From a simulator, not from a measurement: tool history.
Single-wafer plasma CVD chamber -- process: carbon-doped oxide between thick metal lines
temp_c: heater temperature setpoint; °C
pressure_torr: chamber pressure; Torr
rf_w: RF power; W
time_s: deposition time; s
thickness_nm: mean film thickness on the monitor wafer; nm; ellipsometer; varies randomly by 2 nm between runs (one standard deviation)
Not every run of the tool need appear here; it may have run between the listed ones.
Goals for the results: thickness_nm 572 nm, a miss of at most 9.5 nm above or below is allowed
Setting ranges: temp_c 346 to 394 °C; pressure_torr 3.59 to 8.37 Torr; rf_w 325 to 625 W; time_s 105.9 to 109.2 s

Run 1, hour 0: temp_c 370 °C, pressure_torr 5.98 Torr, rf_w 475 W, time_s 105.9 s. Result: thickness_nm 530.64 nm.
Run 2, hour 1.8: temp_c 370 °C, pressure_torr 5.08 Torr, rf_w 475 W, time_s 105.9 s. Result: thickness_nm 521.28 nm.
Run 3, hour 10.6: temp_c 370 °C, pressure_torr 5.08 Torr, rf_w 445 W, time_s 105.9 s. Result: thickness_nm 504.96 nm.
Run 4, hour 14.8: temp_c 370 °C, pressure_torr 5.08 Torr, rf_w 445 W, time_s 105.9 s. Result: thickness_nm 505.48 nm.
At hour 23.6: thermocouple changed; heater temperature recalibrated.
Run 5, hour 23.6: temp_c 370 °C, pressure_torr 5.08 Torr, rf_w 490 W, time_s 105.9 s. Result: thickness_nm 520.1 nm.
Run 6, hour 25.6: temp_c 368 °C, pressure_torr 5.54 Torr, rf_w 500 W, time_s 106 s. Result: thickness_nm 537.98 nm.
Run 7, hour 26.4: temp_c 367 °C, pressure_torr 5.85 Torr, rf_w 510 W, time_s 106.1 s. Result: thickness_nm 547.31 nm.
Run 8, hour 33.3: temp_c 367 °C, pressure_torr 6.08 Torr, rf_w 515 W, time_s 106.1 s. Result: thickness_nm 550.61 nm.
Run 9, hour 35.7: temp_c 367 °C, pressure_torr 6.26 Torr, rf_w 520 W, time_s 106.2 s. Result: thickness_nm 554.8 nm.
Run 10, hour 37: temp_c 367 °C, pressure_torr 6.4 Torr, rf_w 525 W, time_s 106.2 s. Result: thickness_nm 556.38 nm.

Exactly one of the 5 candidate moves below puts every result within its allowed miss. Which one?
Run A, hour 38.3: temp_c 374 °C, pressure_torr 6.87 Torr, rf_w 555 W, time_s 107.4 s. Result: thickness_nm ?.
Run B, hour 38.3: temp_c 366 °C, pressure_torr 4.7 Torr, rf_w 505 W, time_s 109.2 s. Result: thickness_nm ?.
Run C, hour 38.3: temp_c 374 °C, pressure_torr 4.94 Torr, rf_w 495 W, time_s 109.2 s. Result: thickness_nm ?.
Run D, hour 38.3: temp_c 378 °C, pressure_torr 7.38 Torr, rf_w 510 W, time_s 106.9 s. Result: thickness_nm ?.
Run E, hour 38.3: temp_c 372 °C, pressure_torr 6.03 Torr, rf_w 500 W, time_s 106.9 s. Result: thickness_nm ?.

move  thickness_nm
   A        575.15
   B        541.93
   C        531.95
   D        550.54
   E        542.41
A: every result lands within tolerance
B: further off than the last run
C: further off than the last run
D: further off than the last run
E: further off than the last run
Go with A: it meets all targets.

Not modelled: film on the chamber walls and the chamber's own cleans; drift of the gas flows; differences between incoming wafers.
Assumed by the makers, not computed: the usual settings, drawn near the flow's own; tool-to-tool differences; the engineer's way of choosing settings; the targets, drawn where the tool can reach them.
